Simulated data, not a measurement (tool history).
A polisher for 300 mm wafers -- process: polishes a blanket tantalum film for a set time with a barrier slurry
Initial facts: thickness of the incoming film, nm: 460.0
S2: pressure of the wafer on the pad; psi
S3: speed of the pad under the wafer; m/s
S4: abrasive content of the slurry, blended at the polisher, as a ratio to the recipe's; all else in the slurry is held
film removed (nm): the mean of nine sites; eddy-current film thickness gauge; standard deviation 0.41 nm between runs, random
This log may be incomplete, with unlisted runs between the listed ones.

Run 1, hour 0: flow of slurry (ml/min) 290, S2 1.5 psi, S3 0.82 m/s, S4 1, polishing time (s) 47. Result: film removed (nm) 54.166.
Run 2, hour 8.9: flow of slurry (ml/min) 290, S2 1.5 psi, S3 1 m/s, S4 1, polishing time (s) 47. Result: film removed (nm) 64.189.
Run 3, hour 10.1: flow of slurry (ml/min) 290, S2 1.4 psi, S3 1 m/s, S4 1, polishing time (s) 47. Result: film removed (nm) 60.691.
Run 4, hour 12.3: flow of slurry (ml/min) 290, S2 1.3 psi, S3 1 m/s, S4 1, polishing time (s) 47. Result: film removed (nm) 56.917.
Run 5, hour 13.1: flow of slurry (ml/min) 290, S2 1.2 psi, S3 1 m/s, S4 1, polishing time (s) 47. Result: film removed (nm) 55.329.
Run 6, hour 21.8: flow of slurry (ml/min) 290, S2 1.1 psi, S3 1 m/s, S4 1, polishing time (s) 47. Result: film removed (nm) 52.882.
Run 7, hour 30.6: flow of slurry (ml/min) 290, S2 1.1 psi, S3 1 m/s, S4 1, polishing time (s) 47. Result: film removed (nm) 52.361.

Run 8 comes next. What will it give?
Run 8, hour 38.6: flow of slurry (ml/min) 290, S2 1 psi, S3 1 m/s, S4 1, polishing time (s) 47. Result: film removed (nm) ?.

Run 8 came out at film removed (nm) 49.51.

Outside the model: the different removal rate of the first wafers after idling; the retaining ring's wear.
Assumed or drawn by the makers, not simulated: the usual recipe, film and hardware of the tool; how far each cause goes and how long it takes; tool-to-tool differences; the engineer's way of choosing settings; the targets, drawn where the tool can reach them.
